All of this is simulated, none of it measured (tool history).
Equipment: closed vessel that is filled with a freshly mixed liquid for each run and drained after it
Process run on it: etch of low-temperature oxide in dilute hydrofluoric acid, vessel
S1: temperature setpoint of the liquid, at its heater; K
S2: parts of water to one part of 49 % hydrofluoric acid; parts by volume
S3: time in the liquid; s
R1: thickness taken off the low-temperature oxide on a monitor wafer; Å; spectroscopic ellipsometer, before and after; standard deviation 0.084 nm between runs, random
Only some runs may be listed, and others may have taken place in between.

Run 1, hour 0.0: S1 297.15 K, S2 205 parts by volume, S3 85 s. Result: R1 65.404 Å.
Run 2, hour 2.6: S1 299.15 K, S2 205 parts by volume, S3 85 s. Result: R1 69.923 Å.
Run 3, hour 6.3: S1 300.65 K, S2 205 parts by volume, S3 85 s. Result: R1 74.021 Å.
Run 4, hour 11.8: S1 301.65 K, S2 205 parts by volume, S3 85 s. Result: R1 76.857 Å.
Run 5, hour 20.4: S1 303.15 K, S2 205 parts by volume, S3 85 s. Result: R1 80.544 Å.
Run 6, hour 23.8: S1 303.15 K, S2 270 parts by volume, S3 85 s. Result: R1 57.041 Å.

The next listed run, before its measurement:
Run 7, hour 32.3: S1 303.65 K, S2 250 parts by volume, S3 85 s. Result: R1 ?.

R1: 64.505 Å
